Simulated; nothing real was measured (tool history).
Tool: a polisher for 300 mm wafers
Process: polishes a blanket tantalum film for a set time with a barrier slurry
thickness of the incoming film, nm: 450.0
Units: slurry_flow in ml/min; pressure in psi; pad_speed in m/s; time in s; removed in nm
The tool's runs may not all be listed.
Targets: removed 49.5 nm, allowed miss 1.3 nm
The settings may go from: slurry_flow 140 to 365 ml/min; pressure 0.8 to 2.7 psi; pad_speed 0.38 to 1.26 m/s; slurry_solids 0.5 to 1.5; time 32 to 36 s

{"run": 1, "hour": 0.0, "slurry_flow": 235, "pressure": 1.7, "pad_speed": 0.82, "slurry_solids": 1, "time": 36, "removed": 39.743}
{"run": 2, "hour": 1.5, "slurry_flow": 235, "pressure": 1.7, "pad_speed": 0.64, "slurry_solids": 1, "time": 36, "removed": 32.051}
{"run": 3, "hour": 4.5, "slurry_flow": 240, "pressure": 1.9, "pad_speed": 0.64, "slurry_solids": 1, "time": 36, "removed": 34.314}
{"run": 4, "hour": 5.2, "slurry_flow": 240, "pressure": 1.9, "pad_speed": 0.64, "slurry_solids": 1.1, "time": 36, "removed": 36.198}
{"run": 5, "hour": 8.4, "slurry_flow": 240, "pressure": 2.2, "pad_speed": 0.64, "slurry_solids": 1.1, "time": 36, "removed": 40.817}
{"run": 6, "hour": 15.5, "slurry_flow": 240, "pressure": 2.2, "pad_speed": 0.56, "slurry_solids": 1.1, "time": 36, "removed": 36.518}
{"run": 7, "hour": 17.9, "slurry_flow": 245, "pressure": 2.4, "pad_speed": 0.58, "slurry_solids": 1.1, "time": 36, "removed": 40.305}
{"run": 8, "hour": 21.8, "slurry_flow": 245, "pressure": 2.5, "pad_speed": 0.6, "slurry_solids": 1.1, "time": 36, "removed": 42.568}
{"run": 9, "hour": 28.1, "slurry_flow": 245, "pressure": 2.6, "pad_speed": 0.62, "slurry_solids": 1.1, "time": 36, "removed": 45.726}
{"run": 10, "hour": 33.4, "slurry_flow": 245, "pressure": 2.6, "pad_speed": 0.64, "slurry_solids": 1.1, "time": 36, "removed": 47.491}

Which of these 5 next moves meets every target?
{"run": "A", "hour": 38.7, "slurry_flow": 210, "pressure": 2.6, "pad_speed": 0.68, "slurry_solids": 1.05, "time": 32, "removed": "?"}
{"run": "B", "hour": 38.7, "slurry_flow": 235, "pressure": 2.6, "pad_speed": 0.62, "slurry_solids": 1, "time": 36, "removed": "?"}
{"run": "C", "hour": 38.7, "slurry_flow": 270, "pressure": 2.2, "pad_speed": 0.76, "slurry_solids": 1.15, "time": 36, "removed": "?"}
{"run": "D", "hour": 38.7, "slurry_flow": 215, "pressure": 2.5, "pad_speed": 0.76, "slurry_solids": 1.4, "time": 33, "removed": "?"}
{"run": "E", "hour": 38.7, "slurry_flow": 230, "pressure": 2.7, "pad_speed": 0.7, "slurry_solids": 1.05, "time": 36, "removed": "?"}

move=A removed=43.065
move=B removed=44.462
move=C removed=48.856
move=D removed=51.47
move=E removed=52.019
A: further off than the last run
B: further off than the last run
C: meets every target
D: takes the result that was furthest off past its target
E: takes the result that was furthest off past its target
The right move is C.
